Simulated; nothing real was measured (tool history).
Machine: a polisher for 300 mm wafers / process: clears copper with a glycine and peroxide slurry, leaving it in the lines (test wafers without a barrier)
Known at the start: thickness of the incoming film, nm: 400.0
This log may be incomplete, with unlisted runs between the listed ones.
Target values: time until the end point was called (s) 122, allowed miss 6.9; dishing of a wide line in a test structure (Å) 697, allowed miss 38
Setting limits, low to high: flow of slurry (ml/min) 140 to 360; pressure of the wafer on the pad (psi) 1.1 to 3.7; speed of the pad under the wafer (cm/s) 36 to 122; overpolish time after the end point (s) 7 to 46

| run | day | flow of slurry (ml/min) | pressure of the wafer on the pad (psi) | speed of the pad under the wafer (cm/s) | overpolish time after the end point (s) | time until the end point was called (s) | dishing of a wide line in a test structure (Å) |
|---|---|---|---|---|---|---|---|
| 1 | 0 | 230 | 2.4 | 78 | 24 | 81.722 | 694.12 |
| 2 | 0.329 | 230 | 2.4 | 96 | 24 | 73.945 | 718.69 |
| 3 | 0.662 | 225 | 2.1 | 90 | 27 | 86.819 | 717.86 |
| 4 | 0.783 | 225 | 2.6 | 90 | 27 | 73.697 | 824.65 |
| 5 | 0.921 | 280 | 2.6 | 90 | 27 | 71.176 | 851.34 |
| 6 | 1.125 | 280 | 2.6 | 90 | 36 | 70.904 | 1029.2 |
| 7 | 1.292 | 280 | 2.2 | 88 | 37 | 81.952 | 915.09 |
| 8 | 1.612 | 280 | 1.9 | 86 | 38 | 96.463 | 844.24 |
| 9 | 1.958 | 280 | 1.7 | 86 | 38 | 98.963 | 798.61 |
| 10 | 2.217 | 280 | 1.6 | 84 | 39 | 107.01 | 784.61 |
| 11 | 2.308 | 280 | 1.5 | 84 | 39 | 109.45 | 750.34 |

Consider the 4 candidate settings below. Which is the only one whose results all fall within their allowed miss of target?
| A | 2.4 | 260 | 1.8 | 82 | 31 | ? | ? |
| B | 2.4 | 280 | 1.4 | 100 | 43 | ? | ? |
| C | 2.4 | 275 | 1.4 | 78 | 39 | ? | ? |
| D | 2.4 | 260 | 1.5 | 88 | 40 | ? | ? |

| move | time until the end point was called (s) | dishing of a wide line in a test structure (Å) |
|---|---|---|
| A | 96.675 | 712.4 |
| B | 103.58 | 808.72 |
| C | 116.69 | 716.41 |
| D | 106.06 | 775.49 |
A: lands further from the targets than the last run did
B: lands further from the targets than the last run did
C: in spec on every target
D: lands further from the targets than the last run did
Correct choice: C, which meets every target

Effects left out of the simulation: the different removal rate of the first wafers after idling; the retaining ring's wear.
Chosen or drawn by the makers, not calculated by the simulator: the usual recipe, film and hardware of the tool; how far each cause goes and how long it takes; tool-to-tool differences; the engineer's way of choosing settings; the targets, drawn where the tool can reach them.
